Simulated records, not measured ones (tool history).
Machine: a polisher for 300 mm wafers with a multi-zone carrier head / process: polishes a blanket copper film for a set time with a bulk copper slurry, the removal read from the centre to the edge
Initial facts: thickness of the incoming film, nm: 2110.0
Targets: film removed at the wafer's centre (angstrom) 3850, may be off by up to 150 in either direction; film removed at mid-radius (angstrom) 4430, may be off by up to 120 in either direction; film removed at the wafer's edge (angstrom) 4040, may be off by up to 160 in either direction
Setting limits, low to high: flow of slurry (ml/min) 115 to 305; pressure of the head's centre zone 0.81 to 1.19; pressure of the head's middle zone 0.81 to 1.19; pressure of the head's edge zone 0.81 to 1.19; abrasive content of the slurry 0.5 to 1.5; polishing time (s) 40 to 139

| run | hour | flow of slurry (ml/min) | pressure of the head's centre zone | pressure of the head's middle zone | pressure of the head's edge zone | abrasive content of the slurry | polishing time (s) | film removed at the wafer's centre (angstrom) | film removed at mid-radius (angstrom) | film removed at the wafer's edge (angstrom) |
|---|---|---|---|---|---|---|---|---|---|---|
| 1 | 0 | 195 | 1 | 1 | 1 | 1 | 89 | 7716.5 | 7720.3 | 7609.7 |
| 2 | 5.3 | 235 | 1 | 1 | 1 | 1 | 89 | 7897.5 | 7984.7 | 7949.6 |
| 3 | 10.2 | 225 | 0.98 | 1 | 0.98 | 0.95 | 85 | 7332.6 | 7447.8 | 7435.6 |
| 4 | 17.4 | 225 | 0.98 | 1 | 1.04 | 0.95 | 85 | 7351.5 | 7468.8 | 7578.3 |
| 5 | 26.2 | 215 | 0.97 | 1.01 | 1.02 | 0.9 | 81 | 6732.3 | 7140.2 | 7097 |
| 6 | 27.8 | 215 | 0.97 | 1.01 | 1.02 | 1.1 | 81 | 7202.6 | 7280.3 | 7377.2 |
| 7 | 35.3 | 205 | 0.97 | 1.01 | 1 | 1.05 | 77 | 6606.2 | 6849.5 | 6616.7 |
| 8 | 41.2 | 195 | 0.96 | 1 | 0.98 | 1 | 75 | 6311.7 | 6521 | 6514.7 |
| 9 | 47.5 | 190 | 0.96 | 1.01 | 0.97 | 0.95 | 72 | 5954.8 | 6276 | 6150.7 |
| 10 | 52.6 | 185 | 0.96 | 1.01 | 0.96 | 0.9 | 69 | 5639.5 | 5836.1 | 5863.4 |
| 11 | 59.5 | 180 | 0.96 | 1.02 | 0.95 | 0.85 | 67 | 5411 | 5657 | 5539.3 |
| 12 | 67.5 | 175 | 0.95 | 1.03 | 0.94 | 0.8 | 66 | 5116.2 | 5624.5 | 5287.1 |
| 13 | 76.1 | 175 | 0.95 | 1.03 | 0.94 | 0.8 | 66 | 5182.3 | 5568.2 | 5280.3 |

Pick the move, out of 5, that brings all results within their allowed miss; only one does.
| A | 84.7 | 145 | 0.96 | 0.91 | 1.19 | 0.7 | 56 | ? | ? | ? |
| B | 84.7 | 150 | 1.01 | 1.04 | 0.95 | 0.75 | 45 | ? | ? | ? |
| C | 84.7 | 155 | 0.9 | 1.05 | 0.88 | 1 | 51 | ? | ? | ? |
| D | 84.7 | 195 | 0.97 | 0.94 | 0.9 | 0.8 | 56 | ? | ? | ? |
| E | 84.7 | 225 | 1.07 | 1.01 | 0.86 | 0.75 | 78 | ? | ? | ? |

| move | film removed at the wafer's centre (angstrom) | film removed at mid-radius (angstrom) | film removed at the wafer's edge (angstrom) |
|---|---|---|---|
| A | 4156.5 | 4004.7 | 4829.8 |
| B | 3545.4 | 3662.6 | 3516.7 |
| C | 3868.2 | 4417.8 | 4051.8 |
| D | 4520.5 | 4412.9 | 4453.3 |
| E | 6897.2 | 6584.9 | 6094.4 |
A: carries the result that was furthest off beyond its target, to the other side
B: carries the result that was furthest off beyond its target, to the other side
C: all results in spec
D: brings the result that was furthest off to its target, and leaves another outside
E: further off than the last run
Go with C: it meets all targets.

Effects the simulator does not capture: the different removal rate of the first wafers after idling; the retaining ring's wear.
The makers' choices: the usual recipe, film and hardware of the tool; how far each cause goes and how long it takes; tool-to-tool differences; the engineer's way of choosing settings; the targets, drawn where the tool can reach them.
